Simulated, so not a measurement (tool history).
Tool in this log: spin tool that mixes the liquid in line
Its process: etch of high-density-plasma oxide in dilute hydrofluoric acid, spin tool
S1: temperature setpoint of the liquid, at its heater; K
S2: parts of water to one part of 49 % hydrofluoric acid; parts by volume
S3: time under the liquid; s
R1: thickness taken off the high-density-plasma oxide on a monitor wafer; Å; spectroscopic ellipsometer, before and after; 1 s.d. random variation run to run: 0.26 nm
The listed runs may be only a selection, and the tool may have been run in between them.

run 1 hour=0 | S1=298.15 S2=45 S3=315 | R1=582.3
run 2 hour=6.1 | S1=296.15 S2=45 S3=315 | R1=530.24
run 3 hour=8.3 | S1=296.15 S2=45 S3=335 | R1=561.87
run 4 hour=16.8 | S1=296.15 S2=35 S3=335 | R1=740.39
run 5 hour=21.6 | S1=294.65 S2=40 S3=335 | R1=607.84
run 6 hour=23.9 | S1=294.65 S2=40 S3=335 | R1=600.43
run 7 hour=25.9 | S1=293.65 S2=40 S3=335 | R1=575.26

For run 8, what comes out?
run 8 hour=28.1 | S1=292.65 S2=45 S3=335 | R1=?

{"run 8": {"R1": 490.37}}
